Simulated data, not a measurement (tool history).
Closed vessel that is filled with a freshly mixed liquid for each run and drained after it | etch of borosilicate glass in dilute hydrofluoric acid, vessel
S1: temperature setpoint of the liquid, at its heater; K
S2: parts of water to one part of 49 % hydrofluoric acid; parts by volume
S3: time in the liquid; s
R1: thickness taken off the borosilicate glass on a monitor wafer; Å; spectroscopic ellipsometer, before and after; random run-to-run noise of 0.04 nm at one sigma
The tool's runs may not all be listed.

run	hour	S1	S2	S3	R1
1	0.0	297.15	130	30	98.141
2	5.6	297.15	130	30	97.853
3	10.1	298.65	130	30	103.580
4	13.8	298.65	85	30	167.140
5	21.6	298.65	55	30	270.740
6	22.8	301.15	55	30	298.120
7	30.0	298.15	65	30	221.820
8	35.7	294.15	80	30	150.110

Run 9 comes next. What will it give?
9	36.7	293.15	80	30	?

{"run 9": {"R1": 143.9}}
